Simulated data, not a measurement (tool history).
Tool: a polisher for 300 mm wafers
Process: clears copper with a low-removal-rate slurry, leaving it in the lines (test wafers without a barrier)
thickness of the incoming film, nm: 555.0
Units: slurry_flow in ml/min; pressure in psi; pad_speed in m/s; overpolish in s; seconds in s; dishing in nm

run  hour  slurry_flow  pressure  pad_speed  slurry_solids  overpolish  seconds  dishing
  1   0.0          145       3.8       1.32            1.0          20   116.69   54.671
  2   0.8          145       3.2       1.32            1.0          20   136.40   48.372
  3   6.0          145       3.2       1.54            1.0          20   115.16   52.261
  4   9.2          115       3.2       1.54            1.0          20   116.75   51.923
  5  10.5          115       3.2       1.54            0.8          20   126.45   49.890
  6  14.9          110       2.9       1.58            0.8          16   137.46   39.592
  7  22.9          115       2.8       1.62            0.8          13   138.93   33.987

The next listed run, before its measurement:
  8  30.0          115       2.7       1.66            0.8          12        ?        ?

seconds: 135.46 s
dishing: 31.247 nm
